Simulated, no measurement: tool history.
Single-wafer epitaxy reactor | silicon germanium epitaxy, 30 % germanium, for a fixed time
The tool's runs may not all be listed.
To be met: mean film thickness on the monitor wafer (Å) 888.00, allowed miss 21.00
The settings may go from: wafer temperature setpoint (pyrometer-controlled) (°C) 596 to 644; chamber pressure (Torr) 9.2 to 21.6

| run | hour | wafer temperature setpoint (pyrometer-controlled) (°C) | chamber pressure (Torr) | mean film thickness on the monitor wafer (Å) |
|---|---|---|---|---|
| 1 | 0.0 | 620 | 15.4 | 772.79 |
| 2 | 1.3 | 613 | 15.4 | 691.99 |
| 3 | 4.0 | 620 | 15.4 | 776.43 |
| 4 | 10.0 | 621 | 15.4 | 788.37 |
|  | 16.3 | capacitance manometer re-zeroed and calibrated |
| 5 | 16.3 | 621 | 12.9 | 701.42 |
| 6 | 20.6 | 612 | 12.9 | 611.63 |
| 7 | 26.5 | 616 | 13.0 | 653.88 |
| 8 | 27.6 | 619 | 13.1 | 693.26 |
| 9 | 35.7 | 622 | 13.1 | 722.16 |
| 10 | 40.4 | 624 | 13.1 | 748.58 |
| 11 | 43.9 | 626 | 13.1 | 771.02 |
| 12 | 52.6 | 628 | 13.1 | 787.06 |
| 13 | 57.3 | 629 | 13.1 | 803.96 |

Which of these 5 next moves meets every target?
| A | 62.0 | 637 | 14.0 | ? |
| B | 62.0 | 622 | 13.3 | ? |
| C | 62.0 | 631 | 13.9 | ? |
| D | 62.0 | 622 | 13.6 | ? |
| E | 62.0 | 637 | 12.5 | ? |

| move | mean film thickness on the monitor wafer (Å) |
|---|---|
| A | 938.02 |
| B | 725.70 |
| C | 852.43 |
| D | 733.18 |
| E | 890.28 |
A: takes the result that was furthest off past its target
B: further off than the last run
C: nearer than the last run, and not there yet
D: further off than the last run
E: meets every target
Move E is the one to make.
